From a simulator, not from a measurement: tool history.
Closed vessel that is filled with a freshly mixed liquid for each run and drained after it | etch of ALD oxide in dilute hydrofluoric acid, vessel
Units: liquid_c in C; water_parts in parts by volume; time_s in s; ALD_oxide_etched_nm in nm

run 1 hour=0.0 | liquid_c=24.0 water_parts=245 time_s=515 | ALD_oxide_etched_nm=25.091
run 2 hour=3.7 | liquid_c=22.0 water_parts=245 time_s=515 | ALD_oxide_etched_nm=23.515
run 3 hour=9.4 | liquid_c=20.5 water_parts=245 time_s=515 | ALD_oxide_etched_nm=22.200
run 4 hour=11.4 | liquid_c=20.5 water_parts=175 time_s=515 | ALD_oxide_etched_nm=34.069
run 5 hour=18.0 | liquid_c=19.5 water_parts=200 time_s=515 | ALD_oxide_etched_nm=27.730
run 6 hour=24.3 | liquid_c=19.5 water_parts=245 time_s=515 | ALD_oxide_etched_nm=21.716
run 7 hour=33.0 | liquid_c=19.0 water_parts=245 time_s=515 | ALD_oxide_etched_nm=20.839

The next listed run, before its measurement:
run 8 hour=41.3 | liquid_c=18.5 water_parts=245 time_s=515 | ALD_oxide_etched_nm=?

ALD_oxide_etched_nm: 20.616 nm
